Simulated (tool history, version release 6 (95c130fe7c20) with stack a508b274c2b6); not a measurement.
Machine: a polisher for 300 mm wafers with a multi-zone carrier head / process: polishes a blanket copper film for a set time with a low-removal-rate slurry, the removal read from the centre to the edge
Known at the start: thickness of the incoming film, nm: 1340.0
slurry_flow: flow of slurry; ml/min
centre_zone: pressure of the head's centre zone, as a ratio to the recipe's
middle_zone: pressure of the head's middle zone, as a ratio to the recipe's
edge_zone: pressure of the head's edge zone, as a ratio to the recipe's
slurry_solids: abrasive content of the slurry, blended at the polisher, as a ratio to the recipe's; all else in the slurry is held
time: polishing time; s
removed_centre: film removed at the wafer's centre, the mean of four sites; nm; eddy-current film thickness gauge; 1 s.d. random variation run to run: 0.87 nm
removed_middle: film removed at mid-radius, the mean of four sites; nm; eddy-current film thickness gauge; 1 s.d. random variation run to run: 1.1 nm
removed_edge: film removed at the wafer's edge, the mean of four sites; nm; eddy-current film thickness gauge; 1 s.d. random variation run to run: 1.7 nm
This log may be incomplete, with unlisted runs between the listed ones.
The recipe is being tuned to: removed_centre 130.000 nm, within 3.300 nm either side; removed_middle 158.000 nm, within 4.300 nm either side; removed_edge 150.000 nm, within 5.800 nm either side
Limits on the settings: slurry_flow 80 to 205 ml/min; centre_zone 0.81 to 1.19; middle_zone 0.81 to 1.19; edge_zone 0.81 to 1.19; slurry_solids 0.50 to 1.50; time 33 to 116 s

run,hour,slurry_flow,centre_zone,middle_zone,edge_zone,slurry_solids,time,removed_centre,removed_middle,removed_edge
1,0.0,135,1.00,1.00,1.00,1.00,74,120.780,118.640,119.320
2,6.9,135,0.93,1.00,1.00,1.00,74,114.590,119.900,120.510
3,13.6,140,0.93,1.01,1.02,1.05,74,116.110,122.470,123.260
4,14.7,140,0.93,1.01,1.02,1.05,58,90.963,95.887,97.442
5,18.2,140,1.00,1.01,1.02,1.05,58,97.626,96.911,96.819
6,22.9,140,1.00,1.01,0.97,1.05,58,97.666,96.451,96.257
7,25.7,140,0.99,1.02,0.98,1.10,60,100.480,101.920,100.780
8,31.1,140,0.99,1.02,0.98,1.10,60,101.520,100.400,101.150
9,33.2,145,0.97,1.04,0.99,1.15,61,102.690,107.430,106.140
10,36.6,150,0.97,1.05,1.00,1.20,62,106.890,112.210,110.100
11,44.9,155,0.96,1.06,1.01,1.25,63,110.150,115.240,111.870
12,50.3,155,0.95,1.07,1.02,1.30,65,112.440,122.860,116.530
13,59.0,155,0.94,1.07,1.03,1.30,66,114.600,123.680,121.270
14,63.3,160,0.93,1.08,1.04,1.30,67,116.880,127.990,124.660
15,71.3,165,0.92,1.09,1.05,1.30,67,115.390,127.510,124.260
16,77.9,165,0.92,1.09,1.05,1.30,67,114.020,129.500,125.860
17,86.2,170,0.92,1.10,1.06,1.30,67,116.730,127.910,126.840

Of the 4 settings listed for the next run, only one would bring every result within its allowed miss of target. Which one?
A,94.5,165,0.87,1.16,1.09,1.40,77,?,?,?
B,94.5,185,1.14,1.06,0.96,1.35,62,?,?,?
C,94.5,205,0.95,0.89,1.19,0.80,64,?,?,?
D,94.5,135,1.00,1.19,1.07,1.35,71,?,?,?

move,removed_centre,removed_middle,removed_edge
A,128.910,157.250,148.040
B,132.740,120.730,112.550
C,101.170,97.436,111.620
D,126.800,140.010,130.000
A: all results in spec
B: misses by more than the last run did
C: misses by more than the last run did
D: moves toward the targets from the last run without getting all of them in spec
Go with A: it meets all targets.
